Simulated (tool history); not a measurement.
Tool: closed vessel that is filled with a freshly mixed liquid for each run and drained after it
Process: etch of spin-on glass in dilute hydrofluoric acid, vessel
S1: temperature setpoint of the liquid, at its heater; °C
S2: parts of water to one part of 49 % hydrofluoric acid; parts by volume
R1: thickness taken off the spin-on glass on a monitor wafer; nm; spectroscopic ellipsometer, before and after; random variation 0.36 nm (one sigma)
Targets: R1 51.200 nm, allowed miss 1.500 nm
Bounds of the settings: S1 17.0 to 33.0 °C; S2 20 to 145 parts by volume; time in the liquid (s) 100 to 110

run 1 day=0.000 | S1=25.0 S2=80 time_in_the_liquid_(s)=100 | R1=76.063
run 2 day=0.200 | S1=24.0 S2=80 time_in_the_liquid_(s)=100 | R1=73.773
run 3 day=0.538 | S1=24.0 S2=80 time_in_the_liquid_(s)=110 | R1=80.398
run 4 day=0.658 | S1=23.0 S2=80 time_in_the_liquid_(s)=110 | R1=76.767
run 5 day=0.854 | S1=20.5 S2=80 time_in_the_liquid_(s)=110 | R1=69.777
run 6 day=1.088 | S1=20.0 S2=80 time_in_the_liquid_(s)=110 | R1=67.228
run 7 day=1.158 | S1=19.5 S2=80 time_in_the_liquid_(s)=110 | R1=66.151
run 8 day=1.217 | S1=19.0 S2=80 time_in_the_liquid_(s)=110 | R1=64.715
run 9 day=1.538 | S1=18.0 S2=85 time_in_the_liquid_(s)=110 | R1=58.747
run 10 day=1.754 | S1=17.5 S2=90 time_in_the_liquid_(s)=110 | R1=53.784

5 next moves are on the table. One of them brings every result within its allowed miss. Which?
run A day=1.971 | S1=17.0 S2=80 time_in_the_liquid_(s)=100 | R1=?
run B day=1.971 | S1=17.5 S2=80 time_in_the_liquid_(s)=105 | R1=?
run C day=1.971 | S1=17.0 S2=85 time_in_the_liquid_(s)=100 | R1=?
run D day=1.971 | S1=20.5 S2=90 time_in_the_liquid_(s)=105 | R1=?
run E day=1.971 | S1=18.0 S2=85 time_in_the_liquid_(s)=105 | R1=?

move=A R1=54.178
move=B R1=58.112
move=C R1=50.720
move=D R1=57.913
move=E R1=55.561
A: further off than the last run
B: further off than the last run
C: meets every target
D: further off than the last run
E: further off than the last run
The right move is C.

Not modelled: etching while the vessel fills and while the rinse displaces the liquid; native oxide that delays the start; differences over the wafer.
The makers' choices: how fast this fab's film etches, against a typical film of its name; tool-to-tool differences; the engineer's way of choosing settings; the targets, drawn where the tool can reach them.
